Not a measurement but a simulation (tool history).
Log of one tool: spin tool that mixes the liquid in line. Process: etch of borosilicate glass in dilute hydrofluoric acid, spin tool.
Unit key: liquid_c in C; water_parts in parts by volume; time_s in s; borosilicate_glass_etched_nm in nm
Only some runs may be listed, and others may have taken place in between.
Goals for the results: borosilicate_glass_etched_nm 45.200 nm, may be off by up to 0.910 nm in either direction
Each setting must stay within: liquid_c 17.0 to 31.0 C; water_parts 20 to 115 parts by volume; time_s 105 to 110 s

| run | hour | liquid_c | water_parts | time_s | borosilicate_glass_etched_nm |
|---|---|---|---|---|---|
| 1 | 0.0 | 23.0 | 65 | 105 | 54.435 |
| 2 | 3.2 | 26.0 | 65 | 105 | 61.434 |
| 3 | 5.9 | 24.0 | 65 | 105 | 56.789 |
| 4 | 8.5 | 22.0 | 65 | 105 | 52.165 |
| 5 | 14.1 | 21.0 | 65 | 105 | 50.189 |
| 6 | 14.9 | 21.0 | 75 | 105 | 42.995 |
|  | 17.5 | thermometer replaced |
| 7 | 17.5 | 21.5 | 75 | 105 | 41.043 |
| 8 | 24.3 | 22.0 | 75 | 105 | 41.724 |
| 9 | 31.7 | 22.5 | 75 | 105 | 42.502 |
| 10 | 40.6 | 22.5 | 75 | 105 | 42.346 |
| 11 | 45.7 | 23.0 | 75 | 105 | 43.452 |

Exercise: of the 5 proposed moves below, exactly one satisfies all targets within the stated allowed misses. Which move is it?
| A | 50.8 | 22.0 | 70 | 105 | ? |
| B | 50.8 | 28.5 | 95 | 110 | ? |
| C | 50.8 | 27.0 | 90 | 105 | ? |
| D | 50.8 | 26.5 | 90 | 110 | ? |
| E | 50.8 | 21.0 | 70 | 105 | ? |

| move | borosilicate_glass_etched_nm |
|---|---|
| A | 45.063 |
| B | 43.584 |
| C | 41.731 |
| D | 42.876 |
| E | 43.236 |
A: all results land within tolerance of their targets
B: closer than the last run, but not yet in spec
C: lands further from the targets than the last run did
D: lands further from the targets than the last run did
E: lands further from the targets than the last run did
The right move is A.
